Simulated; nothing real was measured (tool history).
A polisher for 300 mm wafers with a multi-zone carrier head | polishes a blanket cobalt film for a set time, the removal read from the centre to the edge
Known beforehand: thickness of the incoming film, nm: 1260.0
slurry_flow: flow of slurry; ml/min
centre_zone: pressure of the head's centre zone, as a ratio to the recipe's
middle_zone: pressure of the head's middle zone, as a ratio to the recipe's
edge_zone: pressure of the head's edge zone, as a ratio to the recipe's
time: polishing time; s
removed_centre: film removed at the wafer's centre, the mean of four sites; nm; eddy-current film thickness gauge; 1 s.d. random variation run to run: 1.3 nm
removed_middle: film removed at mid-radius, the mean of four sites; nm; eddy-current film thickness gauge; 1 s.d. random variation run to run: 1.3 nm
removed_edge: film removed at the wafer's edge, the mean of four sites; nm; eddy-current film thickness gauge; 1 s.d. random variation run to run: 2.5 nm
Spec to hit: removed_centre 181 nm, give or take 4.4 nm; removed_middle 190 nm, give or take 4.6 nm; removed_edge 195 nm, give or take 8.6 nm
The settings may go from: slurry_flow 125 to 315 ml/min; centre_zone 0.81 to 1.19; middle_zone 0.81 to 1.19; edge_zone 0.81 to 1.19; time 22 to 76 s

run 1 hour=0 | slurry_flow=205 centre_zone=1 middle_zone=1 edge_zone=1 time=49 | removed_centre=270.81 removed_middle=264.67 removed_edge=266.89
run 2 hour=0.8 | slurry_flow=205 centre_zone=1 middle_zone=1 edge_zone=0.92 time=49 | removed_centre=272.31 removed_middle=266.51 removed_edge=257.03
run 3 hour=2.3 | slurry_flow=205 centre_zone=1 middle_zone=0.97 edge_zone=0.92 time=49 | removed_centre=271.15 removed_middle=256.65 removed_edge=258
run 4 hour=5.9 | slurry_flow=195 centre_zone=0.96 middle_zone=0.95 edge_zone=0.89 time=46 | removed_centre=245.15 removed_middle=236.84 removed_edge=236.54
run 5 hour=12.9 | slurry_flow=195 centre_zone=1.03 middle_zone=0.95 edge_zone=0.89 time=46 | removed_centre=260.37 removed_middle=238.19 removed_edge=237.79
run 6 hour=13.6 | slurry_flow=195 centre_zone=1.03 middle_zone=0.95 edge_zone=0.89 time=57 | removed_centre=324.02 removed_middle=293.67 removed_edge=294.56
run 7 hour=17.4 | slurry_flow=180 centre_zone=0.97 middle_zone=0.93 edge_zone=0.87 time=52 | removed_centre=273.38 removed_middle=264.28 removed_edge=264.17
run 8 hour=24.1 | slurry_flow=175 centre_zone=0.93 middle_zone=0.91 edge_zone=0.86 time=48 | removed_centre=240.91 removed_middle=234.16 removed_edge=244.47
run 9 hour=32.6 | slurry_flow=165 centre_zone=0.85 middle_zone=0.95 edge_zone=0.81 time=36 | removed_centre=162.5 removed_middle=183.06 removed_edge=177.63
run 10 hour=41.3 | slurry_flow=185 centre_zone=0.86 middle_zone=0.94 edge_zone=0.83 time=36 | removed_centre=168.82 removed_middle=184.01 removed_edge=182.46
run 11 hour=44.3 | slurry_flow=200 centre_zone=0.86 middle_zone=0.94 edge_zone=0.85 time=36 | removed_centre=170.39 removed_middle=186.74 removed_edge=180.88
run 12 hour=48.4 | slurry_flow=200 centre_zone=0.87 middle_zone=0.94 edge_zone=0.88 time=36 | removed_centre=173.98 removed_middle=185.95 removed_edge=186.04
run 13 hour=54.2 | slurry_flow=205 centre_zone=0.87 middle_zone=0.94 edge_zone=0.9 time=36 | removed_centre=171.37 removed_middle=188.16 removed_edge=188.93
run 14 hour=57.1 | slurry_flow=210 centre_zone=0.88 middle_zone=0.93 edge_zone=0.91 time=36 | removed_centre=176.15 removed_middle=186.17 removed_edge=187.35
run 15 hour=57.6 | slurry_flow=210 centre_zone=0.88 middle_zone=0.93 edge_zone=0.91 time=36 | removed_centre=175.37 removed_middle=185.37 removed_edge=192.04
run 16 hour=59.4 | slurry_flow=215 centre_zone=0.88 middle_zone=0.93 edge_zone=0.91 time=36 | removed_centre=176.54 removed_middle=183.15 removed_edge=189.18
run 17 hour=63.1 | slurry_flow=215 centre_zone=0.88 middle_zone=0.94 edge_zone=0.92 time=36 | removed_centre=176.17 removed_middle=185.59 removed_edge=188.27
run 18 hour=71.9 | slurry_flow=215 centre_zone=0.88 middle_zone=0.94 edge_zone=0.93 time=36 | removed_centre=177.58 removed_middle=185.62 removed_edge=191.55

Which one of the following 4 next-run settings gets every result inside its allowed miss? There is exactly one.
run A hour=80.7 | slurry_flow=205 centre_zone=0.86 middle_zone=0.97 edge_zone=0.86 time=36 | removed_centre=? removed_middle=? removed_edge=?
run B hour=80.7 | slurry_flow=225 centre_zone=0.86 middle_zone=0.93 edge_zone=0.98 time=36 | removed_centre=? removed_middle=? removed_edge=?
run C hour=80.7 | slurry_flow=145 centre_zone=0.94 middle_zone=0.97 edge_zone=0.97 time=35 | removed_centre=? removed_middle=? removed_edge=?
run D hour=80.7 | slurry_flow=185 centre_zone=0.89 middle_zone=0.95 edge_zone=0.91 time=37 | removed_centre=? removed_middle=? removed_edge=?

move=A removed_centre=171.88 removed_middle=189.92 removed_edge=185.89
move=B removed_centre=173.77 removed_middle=185.4 removed_edge=199.08
move=C removed_centre=174.34 removed_middle=176.91 removed_edge=185.27
move=D removed_centre=180.46 removed_middle=189.64 removed_edge=194.39
A: gets the furthest-off result to its target, but another result is out of tolerance
B: gets the furthest-off result to its target, but another result is out of tolerance
C: its largest miss is bigger than the last run's
D: every result lands within tolerance
Answer: D

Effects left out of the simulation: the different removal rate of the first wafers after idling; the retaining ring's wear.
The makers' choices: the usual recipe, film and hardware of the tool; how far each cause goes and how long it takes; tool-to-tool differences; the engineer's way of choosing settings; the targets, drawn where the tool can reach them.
